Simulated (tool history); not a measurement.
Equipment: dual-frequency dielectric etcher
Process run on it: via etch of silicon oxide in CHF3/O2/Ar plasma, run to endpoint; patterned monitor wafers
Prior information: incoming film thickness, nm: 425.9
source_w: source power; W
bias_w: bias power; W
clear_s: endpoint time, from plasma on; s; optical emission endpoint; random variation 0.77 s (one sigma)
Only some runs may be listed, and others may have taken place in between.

run,hour,source_w,bias_w,clear_s
1,0.0,750,232,186.19
2,3.6,780,235,182.13
3,7.5,680,235,193.04
4,9.6,710,239,187.92
5,14.7,710,257,186.81
6,23.5,710,220,194.88
7,31.0,740,223,190.46

The next listed run, before its measurement:
8,38.0,770,226,?

{"run 8": {"clear_s": 185.71}}

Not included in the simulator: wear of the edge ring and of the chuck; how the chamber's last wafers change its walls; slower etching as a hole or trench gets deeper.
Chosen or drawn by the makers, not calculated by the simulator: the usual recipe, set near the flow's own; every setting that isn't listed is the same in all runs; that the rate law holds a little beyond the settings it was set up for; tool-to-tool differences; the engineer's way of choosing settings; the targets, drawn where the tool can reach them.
